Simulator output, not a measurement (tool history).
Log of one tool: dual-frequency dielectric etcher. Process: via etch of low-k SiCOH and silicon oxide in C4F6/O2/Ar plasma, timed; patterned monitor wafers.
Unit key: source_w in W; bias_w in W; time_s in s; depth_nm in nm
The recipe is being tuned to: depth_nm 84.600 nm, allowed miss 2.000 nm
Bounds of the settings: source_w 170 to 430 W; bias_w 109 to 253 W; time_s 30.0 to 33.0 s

Run 1, day 0.000: source_w 300 W, bias_w 181 W, time_s 33.0 s. Result: depth_nm 73.215 nm.
Run 2, day 0.271: source_w 300 W, bias_w 181 W, time_s 33.0 s. Result: depth_nm 73.176 nm.
Run 3, day 0.392: source_w 320 W, bias_w 184 W, time_s 33.0 s. Result: depth_nm 75.084 nm.
Run 4, day 0.604: source_w 320 W, bias_w 184 W, time_s 33.0 s. Result: depth_nm 75.650 nm.
Run 5, day 0.842: source_w 320 W, bias_w 184 W, time_s 33.0 s. Result: depth_nm 75.512 nm.
Run 6, day 1.183: source_w 340 W, bias_w 184 W, time_s 33.0 s. Result: depth_nm 77.256 nm.
Run 7, day 1.338: source_w 350 W, bias_w 186 W, time_s 33.0 s. Result: depth_nm 77.843 nm.
Run 8, day 1.562: source_w 360 W, bias_w 188 W, time_s 33.0 s. Result: depth_nm 80.087 nm.

Which of these 4 next moves meets every target?
Run A, day 1.788: source_w 370 W, bias_w 179 W, time_s 33.0 s. Result: depth_nm ?.
Run B, day 1.788: source_w 340 W, bias_w 204 W, time_s 32.5 s. Result: depth_nm ?.
Run C, day 1.788: source_w 350 W, bias_w 229 W, time_s 33.0 s. Result: depth_nm ?.
Run D, day 1.788: source_w 360 W, bias_w 191 W, time_s 33.0 s. Result: depth_nm ?.

move  depth_nm
   A    79.148
   B    78.308
   C    83.543
   D    79.809
A: further off than the last run
B: further off than the last run
C: every result lands within tolerance
D: further off than the last run
Answer: C
